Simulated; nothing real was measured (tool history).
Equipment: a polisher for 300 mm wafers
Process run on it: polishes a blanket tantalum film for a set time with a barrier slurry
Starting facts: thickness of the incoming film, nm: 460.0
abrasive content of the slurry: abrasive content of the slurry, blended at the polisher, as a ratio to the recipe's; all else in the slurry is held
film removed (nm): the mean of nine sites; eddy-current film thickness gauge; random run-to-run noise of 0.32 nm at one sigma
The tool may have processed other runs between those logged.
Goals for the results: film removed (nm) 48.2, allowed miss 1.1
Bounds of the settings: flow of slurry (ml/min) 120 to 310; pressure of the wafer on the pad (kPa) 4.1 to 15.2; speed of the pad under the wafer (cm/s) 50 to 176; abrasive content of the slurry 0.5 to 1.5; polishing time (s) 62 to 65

| run | day | flow of slurry (ml/min) | pressure of the wafer on the pad (kPa) | speed of the pad under the wafer (cm/s) | abrasive content of the slurry | polishing time (s) | film removed (nm) |
|---|---|---|---|---|---|---|---|
| 1 | 0 | 200 | 9.7 | 112 | 1 | 62 | 64.684 |
| 2 | 0.262 | 195 | 9 | 112 | 1 | 62 | 60.49 |
| 3 | 0.288 | 150 | 9 | 112 | 1 | 62 | 59.074 |
| 4 | 0.442 | 150 | 11 | 112 | 1 | 62 | 72.541 |
| 5 | 0.625 | 150 | 11 | 112 | 0.85 | 62 | 68.249 |
| 6 | 0.683 | 150 | 10.3 | 112 | 0.85 | 62 | 63.856 |
| 7 | 0.988 | 150 | 9.7 | 112 | 0.85 | 62 | 60.186 |
| 8 | 1.233 | 150 | 9 | 112 | 0.85 | 62 | 55.541 |
| 9 | 1.575 | 145 | 8.3 | 112 | 0.85 | 62 | 51.856 |
|  | 1.9 | slurry blender recalibrated |
| 10 | 1.9 | 140 | 7.6 | 112 | 0.85 | 62 | 53.374 |

Which single option among these 5 for the next run brings every result within its allowed miss of target? Just one does.
| A | 2.225 | 155 | 6.2 | 106 | 0.95 | 62 | ? |
| B | 2.225 | 135 | 7.6 | 106 | 0.9 | 62 | ? |
| C | 2.225 | 140 | 6.9 | 104 | 1.1 | 62 | ? |
| D | 2.225 | 120 | 7.6 | 76 | 1.45 | 65 | ? |
| E | 2.225 | 185 | 6.9 | 100 | 0.85 | 62 | ? |

| move | film removed (nm) |
|---|---|
| A | 43.377 |
| B | 51.256 |
| C | 48.455 |
| D | 45.294 |
| E | 45.157 |
A: carries the result that was furthest off beyond its target, to the other side
B: closes in on the targets versus the last run, not all within tolerance yet
C: each result inside its tolerance
D: carries the result that was furthest off beyond its target, to the other side
E: carries the result that was furthest off beyond its target, to the other side
Go with C: it meets all targets.
